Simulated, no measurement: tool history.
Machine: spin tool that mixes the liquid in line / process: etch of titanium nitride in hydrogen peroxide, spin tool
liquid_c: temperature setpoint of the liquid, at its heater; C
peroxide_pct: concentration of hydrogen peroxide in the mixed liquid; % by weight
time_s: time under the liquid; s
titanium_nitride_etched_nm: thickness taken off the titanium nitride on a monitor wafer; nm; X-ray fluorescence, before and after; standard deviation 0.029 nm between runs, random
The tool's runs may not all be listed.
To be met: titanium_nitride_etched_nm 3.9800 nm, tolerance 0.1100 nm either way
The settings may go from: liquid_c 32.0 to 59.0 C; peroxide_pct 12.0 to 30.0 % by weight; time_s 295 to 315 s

run 1 hour=0.0 | liquid_c=43.0 peroxide_pct=22.5 time_s=295 | titanium_nitride_etched_nm=7.1534
run 2 hour=0.7 | liquid_c=43.0 peroxide_pct=24.5 time_s=295 | titanium_nitride_etched_nm=7.4255
run 3 hour=1.4 | liquid_c=43.0 peroxide_pct=24.5 time_s=295 | titanium_nitride_etched_nm=7.4278
run 4 hour=2.1 | liquid_c=43.0 peroxide_pct=21.0 time_s=295 | titanium_nitride_etched_nm=7.1492
run 5 hour=9.0 | liquid_c=47.5 peroxide_pct=21.0 time_s=295 | titanium_nitride_etched_nm=9.9923
run 6 hour=14.1 | liquid_c=45.0 peroxide_pct=21.0 time_s=295 | titanium_nitride_etched_nm=8.4108
run 7 hour=18.8 | liquid_c=37.0 peroxide_pct=20.5 time_s=295 | titanium_nitride_etched_nm=4.4929
run 8 hour=24.0 | liquid_c=36.5 peroxide_pct=20.5 time_s=295 | titanium_nitride_etched_nm=4.2833
run 9 hour=32.9 | liquid_c=36.5 peroxide_pct=20.5 time_s=295 | titanium_nitride_etched_nm=4.3275
run 10 hour=34.7 | liquid_c=36.0 peroxide_pct=20.5 time_s=295 | titanium_nitride_etched_nm=4.1611

5 candidate next runs follow, results not yet known. Just one meets every target within its allowed miss. Identify it.
run A hour=36.5 | liquid_c=36.5 peroxide_pct=25.0 time_s=295 | titanium_nitride_etched_nm=?
run B hour=36.5 | liquid_c=35.0 peroxide_pct=17.0 time_s=315 | titanium_nitride_etched_nm=?
run C hour=36.5 | liquid_c=36.5 peroxide_pct=19.0 time_s=295 | titanium_nitride_etched_nm=?
run D hour=36.5 | liquid_c=35.5 peroxide_pct=21.0 time_s=305 | titanium_nitride_etched_nm=?
run E hour=36.5 | liquid_c=37.5 peroxide_pct=19.0 time_s=295 | titanium_nitride_etched_nm=?

move=A titanium_nitride_etched_nm=4.5088
move=B titanium_nitride_etched_nm=3.9361
move=C titanium_nitride_etched_nm=4.2497
move=D titanium_nitride_etched_nm=4.1483
move=E titanium_nitride_etched_nm=4.5963
A: the biggest miss grows against the last run
B: each result inside its tolerance
C: the biggest miss grows against the last run
D: closer than the last run, but not yet in spec
E: the biggest miss grows against the last run
B is the move that brings every result within its allowed miss.
